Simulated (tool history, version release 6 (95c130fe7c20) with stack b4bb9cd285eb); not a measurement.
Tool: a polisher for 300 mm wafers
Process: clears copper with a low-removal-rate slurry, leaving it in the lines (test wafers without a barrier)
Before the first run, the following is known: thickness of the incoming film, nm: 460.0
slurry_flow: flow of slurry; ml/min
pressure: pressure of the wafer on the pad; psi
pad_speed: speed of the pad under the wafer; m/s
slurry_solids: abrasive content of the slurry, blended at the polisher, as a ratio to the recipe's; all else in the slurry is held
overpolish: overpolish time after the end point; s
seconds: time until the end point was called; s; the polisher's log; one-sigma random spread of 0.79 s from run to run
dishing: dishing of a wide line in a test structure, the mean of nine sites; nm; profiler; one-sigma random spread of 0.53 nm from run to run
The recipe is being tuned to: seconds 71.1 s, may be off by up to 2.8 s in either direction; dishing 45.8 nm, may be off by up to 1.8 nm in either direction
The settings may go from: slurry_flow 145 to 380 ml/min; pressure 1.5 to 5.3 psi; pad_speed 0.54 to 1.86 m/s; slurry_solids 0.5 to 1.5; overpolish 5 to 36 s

run 1 hour=0 | slurry_flow=245 pressure=3.4 pad_speed=1.18 slurry_solids=1 overpolish=18 | seconds=101.49 dishing=39.099
run 2 hour=7.7 | slurry_flow=245 pressure=3.7 pad_speed=1.18 slurry_solids=1 overpolish=17 | seconds=92.608 dishing=39.402
run 3 hour=12.3 | slurry_flow=245 pressure=3.9 pad_speed=1.18 slurry_solids=1 overpolish=17 | seconds=88.738 dishing=40.089
run 4 hour=19.1 | slurry_flow=245 pressure=3.9 pad_speed=1.02 slurry_solids=1 overpolish=17 | seconds=100.04 dishing=36.95
run 5 hour=24.2 | slurry_flow=245 pressure=3.9 pad_speed=1.02 slurry_solids=1 overpolish=21 | seconds=101.02 dishing=42.846
run 6 hour=31.1 | slurry_flow=245 pressure=3.9 pad_speed=1.24 slurry_solids=1 overpolish=21 | seconds=83.998 dishing=45.36
run 7 hour=32.9 | slurry_flow=245 pressure=4.1 pad_speed=1.24 slurry_solids=1 overpolish=20 | seconds=80.344 dishing=47.049
run 8 hour=35.2 | slurry_flow=245 pressure=4.2 pad_speed=1.24 slurry_solids=1 overpolish=19 | seconds=79.555 dishing=46.822
run 9 hour=36.7 | slurry_flow=250 pressure=4.3 pad_speed=1.24 slurry_solids=1 overpolish=18 | seconds=76.535 dishing=44.958
run 10 hour=44 | slurry_flow=250 pressure=4.4 pad_speed=1.24 slurry_solids=1 overpolish=18 | seconds=74.467 dishing=46.229

Which of these 5 next moves meets every target?
run A hour=51.3 | slurry_flow=205 pressure=4.4 pad_speed=1.34 slurry_solids=1.3 overpolish=19 | seconds=? dishing=?
run B hour=51.3 | slurry_flow=320 pressure=5.2 pad_speed=1.04 slurry_solids=1.25 overpolish=16 | seconds=? dishing=?
run C hour=51.3 | slurry_flow=175 pressure=5.2 pad_speed=1.1 slurry_solids=0.85 overpolish=15 | seconds=? dishing=?
run D hour=51.3 | slurry_flow=300 pressure=4 pad_speed=1.38 slurry_solids=1.15 overpolish=14 | seconds=? dishing=?
run E hour=51.3 | slurry_flow=205 pressure=4.7 pad_speed=1.14 slurry_solids=1.15 overpolish=22 | seconds=? dishing=?

move=A seconds=67.736 dishing=50.8
move=B seconds=70.884 dishing=46.214
move=C seconds=77.592 dishing=42.34
move=D seconds=71.228 dishing=42.049
move=E seconds=76.235 dishing=51.728
A: takes the result that was furthest off past its target
B: all results land within tolerance of their targets
C: further off than the last run
D: brings the last run's worst result on target, with another outside its allowed miss
E: further off than the last run
Go with B: it meets all targets.
